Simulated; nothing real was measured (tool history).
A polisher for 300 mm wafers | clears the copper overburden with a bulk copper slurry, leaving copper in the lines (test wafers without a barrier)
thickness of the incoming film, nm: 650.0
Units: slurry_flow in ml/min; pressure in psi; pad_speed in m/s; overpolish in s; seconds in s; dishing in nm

{"run": 1, "day": 0.0, "slurry_flow": 145, "pressure": 2.2, "pad_speed": 0.92, "slurry_solids": 1.0, "overpolish": 18, "seconds": 133.99, "dishing": 48.171}
{"run": 2, "day": 0.242, "slurry_flow": 145, "pressure": 2.2, "pad_speed": 0.92, "slurry_solids": 1.0, "overpolish": 14, "seconds": 135.32, "dishing": 39.927}
{"run": 3, "day": 0.267, "slurry_flow": 145, "pressure": 2.2, "pad_speed": 0.92, "slurry_solids": 1.0, "overpolish": 17, "seconds": 137.46, "dishing": 45.987}
{"run": 4, "day": 0.5, "slurry_flow": 135, "pressure": 1.9, "pad_speed": 0.92, "slurry_solids": 1.0, "overpolish": 20, "seconds": 154.14, "dishing": 45.527}
{"run": 5, "day": 0.712, "slurry_flow": 155, "pressure": 1.9, "pad_speed": 0.92, "slurry_solids": 1.0, "overpolish": 20, "seconds": 149.71, "dishing": 46.552}
{"run": 6, "day": 0.788, "slurry_flow": 155, "pressure": 1.9, "pad_speed": 0.82, "slurry_solids": 1.0, "overpolish": 20, "seconds": 168.97, "dishing": 43.443}
{"run": 7, "day": 1.162, "slurry_flow": 145, "pressure": 1.7, "pad_speed": 0.8, "slurry_solids": 1.0, "overpolish": 23, "seconds": 188.95, "dishing": 43.517}

Forecast run 8:
{"run": 8, "day": 1.208, "slurry_flow": 135, "pressure": 1.6, "pad_speed": 0.8, "slurry_solids": 1.0, "overpolish": 25, "seconds": "?", "dishing": "?"}

seconds: 201.33 s
dishing: 43.573 nm
